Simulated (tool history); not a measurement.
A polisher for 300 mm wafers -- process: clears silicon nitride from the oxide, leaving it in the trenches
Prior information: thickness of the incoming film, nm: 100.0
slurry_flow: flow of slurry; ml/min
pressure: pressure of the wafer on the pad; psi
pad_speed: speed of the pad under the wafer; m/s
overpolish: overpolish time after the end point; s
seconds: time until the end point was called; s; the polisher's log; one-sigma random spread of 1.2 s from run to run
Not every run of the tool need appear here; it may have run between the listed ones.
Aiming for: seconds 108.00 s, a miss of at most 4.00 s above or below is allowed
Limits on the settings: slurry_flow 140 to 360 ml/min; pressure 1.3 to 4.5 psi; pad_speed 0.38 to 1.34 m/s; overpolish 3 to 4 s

{"run": 1, "hour": 0.0, "slurry_flow": 230, "pressure": 2.9, "pad_speed": 0.86, "overpolish": 4, "seconds": 161.55}
{"run": 2, "hour": 1.9, "slurry_flow": 175, "pressure": 2.9, "pad_speed": 0.86, "overpolish": 4, "seconds": 169.68}
{"run": 3, "hour": 7.3, "slurry_flow": 185, "pressure": 3.2, "pad_speed": 0.86, "overpolish": 4, "seconds": 151.18}
{"run": 4, "hour": 15.1, "slurry_flow": 185, "pressure": 3.2, "pad_speed": 0.7, "overpolish": 4, "seconds": 181.46}
{"hour": 16.2, "done": "slurry nozzle cleaned"}
{"run": 5, "hour": 16.2, "slurry_flow": 195, "pressure": 3.5, "pad_speed": 0.7, "overpolish": 4, "seconds": 157.2}
{"run": 6, "hour": 24.5, "slurry_flow": 195, "pressure": 3.1, "pad_speed": 0.7, "overpolish": 4, "seconds": 176.3}
{"run": 7, "hour": 28.7, "slurry_flow": 200, "pressure": 3.9, "pad_speed": 0.76, "overpolish": 4, "seconds": 130.02}
{"run": 8, "hour": 33.9, "slurry_flow": 210, "pressure": 4.0, "pad_speed": 0.76, "overpolish": 4, "seconds": 125.37}
{"run": 9, "hour": 41.9, "slurry_flow": 215, "pressure": 4.1, "pad_speed": 0.76, "overpolish": 4, "seconds": 121.88}
{"run": 10, "hour": 45.2, "slurry_flow": 215, "pressure": 4.1, "pad_speed": 0.76, "overpolish": 4, "seconds": 124.76}
{"run": 11, "hour": 49.8, "slurry_flow": 215, "pressure": 4.2, "pad_speed": 0.76, "overpolish": 4, "seconds": 120.03}
{"run": 12, "hour": 57.6, "slurry_flow": 215, "pressure": 4.3, "pad_speed": 0.76, "overpolish": 4, "seconds": 117.79}
{"run": 13, "hour": 58.9, "slurry_flow": 220, "pressure": 4.4, "pad_speed": 0.78, "overpolish": 4, "seconds": 114.15}

Of the 5 settings listed for the next run, only one would bring every result within its allowed miss of target. Which one?
{"run": "A", "hour": 60.2, "slurry_flow": 160, "pressure": 4.5, "pad_speed": 0.76, "overpolish": 4, "seconds": "?"}
{"run": "B", "hour": 60.2, "slurry_flow": 225, "pressure": 4.5, "pad_speed": 0.68, "overpolish": 3, "seconds": "?"}
{"run": "C", "hour": 60.2, "slurry_flow": 220, "pressure": 4.4, "pad_speed": 0.74, "overpolish": 4, "seconds": "?"}
{"run": "D", "hour": 60.2, "slurry_flow": 210, "pressure": 4.1, "pad_speed": 0.78, "overpolish": 4, "seconds": "?"}
{"run": "E", "hour": 60.2, "slurry_flow": 240, "pressure": 4.1, "pad_speed": 0.86, "overpolish": 4, "seconds": "?"}

move=A seconds=118.53
move=B seconds=124.41
move=C seconds=117.96
move=D seconds=121.14
move=E seconds=108.67
A: further off than the last run
B: further off than the last run
C: further off than the last run
D: further off than the last run
E: every result within its allowed miss
Answer: E

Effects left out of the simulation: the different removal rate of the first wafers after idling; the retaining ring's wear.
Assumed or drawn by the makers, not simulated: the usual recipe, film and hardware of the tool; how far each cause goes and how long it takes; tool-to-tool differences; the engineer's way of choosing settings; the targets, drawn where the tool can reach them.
